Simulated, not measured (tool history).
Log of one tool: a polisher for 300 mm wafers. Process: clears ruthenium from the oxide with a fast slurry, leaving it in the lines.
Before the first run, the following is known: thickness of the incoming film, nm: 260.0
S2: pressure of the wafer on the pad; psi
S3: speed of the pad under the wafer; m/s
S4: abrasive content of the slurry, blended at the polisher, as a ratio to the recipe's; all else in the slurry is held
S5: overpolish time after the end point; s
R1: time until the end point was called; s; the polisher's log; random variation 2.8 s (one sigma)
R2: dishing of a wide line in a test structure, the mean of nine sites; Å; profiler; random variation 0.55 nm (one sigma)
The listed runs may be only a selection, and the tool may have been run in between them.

{"run": 1, "hour": 0.0, "flow of slurry (ml/min)": 155, "S2": 3.3, "S3": 1.06, "S4": 1.0, "S5": 27, "R1": 56.538, "R2": 281.59}
{"run": 2, "hour": 7.3, "flow of slurry (ml/min)": 155, "S2": 3.8, "S3": 1.06, "S4": 1.0, "S5": 27, "R1": 50.584, "R2": 264.03}
{"run": 3, "hour": 14.8, "flow of slurry (ml/min)": 130, "S2": 3.8, "S3": 1.06, "S4": 1.0, "S5": 27, "R1": 53.213, "R2": 278.89}
{"run": 4, "hour": 20.4, "flow of slurry (ml/min)": 130, "S2": 3.8, "S3": 1.06, "S4": 1.1, "S5": 27, "R1": 48.669, "R2": 263.88}
{"run": 5, "hour": 28.9, "flow of slurry (ml/min)": 130, "S2": 3.1, "S3": 1.06, "S4": 1.1, "S5": 27, "R1": 56.846, "R2": 271.51}
{"run": 6, "hour": 33.6, "flow of slurry (ml/min)": 130, "S2": 3.1, "S3": 1.06, "S4": 1.25, "S5": 27, "R1": 56.133, "R2": 265.41}

Run 7 has not been measured yet. What should we expect?
{"run": 7, "hour": 38.1, "flow of slurry (ml/min)": 115, "S2": 2.1, "S3": 0.76, "S4": 1.5, "S5": 14, "R1": "?", "R2": "?"}

R1: 93.068 s
R2: 219.24 Å

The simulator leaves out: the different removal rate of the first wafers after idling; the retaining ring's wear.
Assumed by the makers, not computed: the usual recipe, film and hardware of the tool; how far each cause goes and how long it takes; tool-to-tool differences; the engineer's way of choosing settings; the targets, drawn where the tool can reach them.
